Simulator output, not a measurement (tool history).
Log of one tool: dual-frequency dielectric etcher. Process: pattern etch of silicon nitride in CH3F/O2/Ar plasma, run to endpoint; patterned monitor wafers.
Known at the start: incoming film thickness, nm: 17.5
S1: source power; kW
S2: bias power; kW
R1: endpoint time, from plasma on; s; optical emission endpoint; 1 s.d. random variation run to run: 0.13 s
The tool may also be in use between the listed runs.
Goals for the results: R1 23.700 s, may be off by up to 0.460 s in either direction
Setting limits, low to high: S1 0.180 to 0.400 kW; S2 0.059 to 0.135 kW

run  hour     S1     S2      R1
  1   0.0  0.290  0.097  26.375
  2   5.5  0.250  0.097  27.618
  3   6.2  0.250  0.080  29.331
  4  10.9  0.200  0.080  31.237
  5  15.1  0.240  0.080  29.882
  6  23.9  0.240  0.065  31.764
  7  28.5  0.240  0.065  31.578
  8  33.6  0.300  0.084  27.504
  9  41.2  0.330  0.089  26.338
 10  48.8  0.350  0.093  25.517
 11  51.4  0.360  0.096  24.972

Which one of the following 4 next-run settings gets every result inside its allowed miss? There is exactly one.
  A  54.0  0.360  0.090   ?
  B  54.0  0.360  0.125   ?
  C  54.0  0.360  0.111   ?
  D  54.0  0.340  0.094   ?

move      R1
   A  25.672
   B  23.059
   C  23.998
   D  25.778
A: the biggest miss grows against the last run
B: takes the biggest miss from the last run beyond its target
C: each result inside its tolerance
D: the biggest miss grows against the last run
C meets every target.

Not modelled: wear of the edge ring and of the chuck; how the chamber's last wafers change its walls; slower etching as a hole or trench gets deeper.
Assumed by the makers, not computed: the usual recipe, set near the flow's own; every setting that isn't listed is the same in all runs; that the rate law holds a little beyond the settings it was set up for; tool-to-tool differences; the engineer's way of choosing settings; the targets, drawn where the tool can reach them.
